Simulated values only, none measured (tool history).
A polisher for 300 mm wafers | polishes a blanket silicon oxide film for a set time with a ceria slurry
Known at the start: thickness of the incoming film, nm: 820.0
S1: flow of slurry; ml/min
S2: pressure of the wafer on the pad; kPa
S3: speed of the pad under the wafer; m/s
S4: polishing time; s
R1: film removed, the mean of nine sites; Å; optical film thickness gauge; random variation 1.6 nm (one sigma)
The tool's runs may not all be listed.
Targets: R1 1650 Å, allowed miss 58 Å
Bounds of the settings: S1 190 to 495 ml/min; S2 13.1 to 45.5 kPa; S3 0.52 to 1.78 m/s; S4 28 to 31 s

run,day,S1,S2,S3,S4,R1
1,0,320,29,1.14,31,2168.5
2,0.338,320,26.9,1.14,31,2092.3
3,0.4,320,32.4,1.14,31,2480.8
4,0.512,320,35.9,1.14,31,2693.2
5,0.625,320,32.4,1.14,31,2499.9
6,0.779,320,29.6,1.14,31,2277.1
7,1.104,320,27.6,1.14,31,2108.2
8,1.475,320,26.2,1.14,31,2019.5
9,1.658,320,24.8,1.14,31,1926
10,1.771,320,24.8,1.14,31,1872.2

Which of these 5 next moves meets every target?
A,1.883,320,23.4,1.06,28,?
B,1.883,260,23.4,1.42,30,?
C,1.883,340,21.4,1.02,31,?
D,1.883,375,24.1,1.4,31,?
E,1.883,255,21.4,1.18,31,?

move,R1
A,1543.3
B,2148.2
C,1514.5
D,2324.3
E,1695.9
A: takes the result that was furthest off past its target
B: further off than the last run
C: takes the result that was furthest off past its target
D: further off than the last run
E: meets every target
Move E is the one to make.
